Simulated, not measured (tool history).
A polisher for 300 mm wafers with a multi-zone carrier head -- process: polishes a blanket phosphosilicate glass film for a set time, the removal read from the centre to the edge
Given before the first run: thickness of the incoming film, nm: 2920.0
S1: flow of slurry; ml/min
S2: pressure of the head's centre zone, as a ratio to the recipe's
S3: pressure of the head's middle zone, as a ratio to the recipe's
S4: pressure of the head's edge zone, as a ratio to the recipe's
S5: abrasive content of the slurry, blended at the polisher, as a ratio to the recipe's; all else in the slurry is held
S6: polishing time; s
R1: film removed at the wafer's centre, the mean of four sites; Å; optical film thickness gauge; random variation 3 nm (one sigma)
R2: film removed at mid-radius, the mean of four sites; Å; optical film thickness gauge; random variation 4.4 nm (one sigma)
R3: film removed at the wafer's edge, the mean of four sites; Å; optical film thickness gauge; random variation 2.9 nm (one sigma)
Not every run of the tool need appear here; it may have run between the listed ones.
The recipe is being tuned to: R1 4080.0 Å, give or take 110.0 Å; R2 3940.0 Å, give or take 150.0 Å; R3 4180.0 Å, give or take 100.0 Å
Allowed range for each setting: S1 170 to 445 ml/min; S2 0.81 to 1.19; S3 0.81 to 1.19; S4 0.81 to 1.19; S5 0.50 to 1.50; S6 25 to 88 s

run	hour	S1	S2	S3	S4	S5	S6	R1	R2	R3
1	0.0	285	1.00	1.00	1.00	1.00	56	3547.6	3643.8	3722.8
2	7.1	330	1.00	1.00	1.00	1.00	56	3623.3	3632.5	3682.6
3	8.1	330	1.01	1.00	1.02	1.00	56	3651.4	3689.2	3732.5
4	9.7	330	1.02	1.00	1.04	1.00	56	3662.1	3702.1	3839.8
5	13.2	335	1.03	1.00	1.05	1.00	56	3756.3	3676.2	3764.5
6	15.4	335	1.03	1.00	1.05	1.15	56	3857.3	3917.6	3920.0
7	20.6	335	1.04	0.99	1.06	1.15	56	3928.3	3836.3	3924.6
8	29.4	335	1.04	0.99	1.07	1.15	56	3960.5	3904.4	4020.6

Next run, 5 choices. One meets every target within its allowed miss, the rest don't. Which?
A	38.2	305	1.02	0.99	1.05	0.95	66	?	?	?
B	38.2	335	1.03	0.96	1.06	0.90	63	?	?	?
C	38.2	380	0.98	1.01	1.10	1.20	56	?	?	?
D	38.2	395	0.93	0.86	1.02	1.20	57	?	?	?
E	38.2	290	1.01	1.08	0.99	1.20	60	?	?	?

move	R1	R2	R3
A	4281.0	4224.6	4390.4
B	4101.9	3902.5	4169.9
C	3823.0	3986.2	4125.4
D	3699.7	3560.0	4098.4
E	4107.2	4407.5	4162.6
A: takes the biggest miss from the last run beyond its target
B: all results land within tolerance of their targets
C: puts the biggest miss on target and leaves a different result outside tolerance
D: puts the biggest miss on target and leaves a different result outside tolerance
E: puts the biggest miss on target and leaves a different result outside tolerance
The move that meets every target is B.
